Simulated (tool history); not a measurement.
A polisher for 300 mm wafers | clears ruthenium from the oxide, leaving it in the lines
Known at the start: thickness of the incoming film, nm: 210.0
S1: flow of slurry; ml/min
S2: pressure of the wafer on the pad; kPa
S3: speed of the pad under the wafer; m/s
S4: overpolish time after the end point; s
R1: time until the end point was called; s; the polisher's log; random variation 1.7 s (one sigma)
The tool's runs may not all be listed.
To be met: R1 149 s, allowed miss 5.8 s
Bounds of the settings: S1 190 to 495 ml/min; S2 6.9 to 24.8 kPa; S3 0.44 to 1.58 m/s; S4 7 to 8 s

run	hour	S1	S2	S3	S4	R1
1	0	320	15.9	1	8	187.22
2	3.5	320	16.5	1	8	182.73
3	5.8	320	17.2	1	8	180.86
4	6.5	320	18.6	1	8	170.57
5	9.4	320	17.2	1	8	177.66
6	14.3	320	17.9	1	8	172.68
7	23.1	320	18.6	1	8	170.23
8	30.8	320	19.3	1	8	168.87
9	37.9	320	20	1	8	163.9
10	41.1	320	20.7	1	8	158.72

4 next moves are on the table. One of them brings every result within its allowed miss. Which?
A	44.3	295	22.8	0.84	8	?
B	44.3	350	24.8	0.9	8	?
C	44.3	370	22.8	0.86	8	?
D	44.3	195	23.4	0.92	7	?

move	R1
A	169.01
B	148.64
C	162.76
D	163.14
A: further off than the last run
B: meets every target
C: further off than the last run
D: further off than the last run
Move B is the one to make.

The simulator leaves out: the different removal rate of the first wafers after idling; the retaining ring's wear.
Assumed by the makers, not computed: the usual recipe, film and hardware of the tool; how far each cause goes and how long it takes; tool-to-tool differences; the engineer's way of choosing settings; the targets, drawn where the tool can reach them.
